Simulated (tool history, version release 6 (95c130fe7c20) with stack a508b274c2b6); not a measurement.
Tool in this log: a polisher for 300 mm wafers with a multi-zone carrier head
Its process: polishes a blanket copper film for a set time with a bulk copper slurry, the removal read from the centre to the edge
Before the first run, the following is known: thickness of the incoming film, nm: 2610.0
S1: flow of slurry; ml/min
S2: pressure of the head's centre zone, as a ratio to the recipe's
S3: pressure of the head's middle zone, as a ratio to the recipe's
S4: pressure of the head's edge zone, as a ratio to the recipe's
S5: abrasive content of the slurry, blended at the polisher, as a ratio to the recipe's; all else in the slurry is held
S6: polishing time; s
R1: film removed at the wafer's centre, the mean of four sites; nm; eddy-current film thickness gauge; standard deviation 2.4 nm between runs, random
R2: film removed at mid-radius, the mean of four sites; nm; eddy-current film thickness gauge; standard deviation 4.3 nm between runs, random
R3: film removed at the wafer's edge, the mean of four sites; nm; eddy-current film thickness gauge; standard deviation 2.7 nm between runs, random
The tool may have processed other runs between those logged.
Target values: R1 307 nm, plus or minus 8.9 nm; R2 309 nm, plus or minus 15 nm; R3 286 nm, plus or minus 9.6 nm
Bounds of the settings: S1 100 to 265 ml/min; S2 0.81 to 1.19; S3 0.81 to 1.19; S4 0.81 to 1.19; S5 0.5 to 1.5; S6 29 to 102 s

run    day   S1    S2    S3    S4    S5  S6      R1      R2      R3
  1      0  170     1     1     1     1  65   375.3   359.6     376
  2  0.042  190     1     1     1     1  65  382.36   378.2  389.78
  3  0.333  185     1  1.01  0.98  0.95  65  380.43  381.29  378.32
  4  0.396  180     1     1  0.97   0.9  65  373.11  356.25  372.16
  5  0.425  210     1     1  0.97   0.9  65  378.54  366.94  377.63
  6  0.679  205     1  1.01  0.95  0.85  64  367.62  357.47  357.84
  7  0.992  155  0.94     1  0.85   0.6  63  296.23     312  296.69
  8  1.225  165  0.99  1.01  0.81   0.5  63  295.87  298.68  283.74

Consider the 5 candidate settings below. Which is the only one whose results all fall within their allowed miss of target?
  A  1.458  155  0.93  1.07  0.81  0.55  64   ?   ?   ?
  B  1.458  165  0.91  1.09  0.81  0.55  62   ?   ?   ?
  C  1.458  170  0.96  1.08  0.84   0.7  57   ?   ?   ?
  D  1.458  170  1.01  1.04  0.81  0.65  59   ?   ?   ?
  E  1.458  165  0.97     1  0.81   0.5  62   ?   ?   ?

move      R1      R2      R3
   A  286.64  315.87  290.74
   B  275.56  314.49  284.15
   C  287.71  308.55  284.19
   D  307.08  303.65   284.7
   E  285.71  285.63  276.72
A: the biggest miss grows against the last run
B: the biggest miss grows against the last run
C: the biggest miss grows against the last run
D: all results in spec
E: the biggest miss grows against the last run
D meets every target.

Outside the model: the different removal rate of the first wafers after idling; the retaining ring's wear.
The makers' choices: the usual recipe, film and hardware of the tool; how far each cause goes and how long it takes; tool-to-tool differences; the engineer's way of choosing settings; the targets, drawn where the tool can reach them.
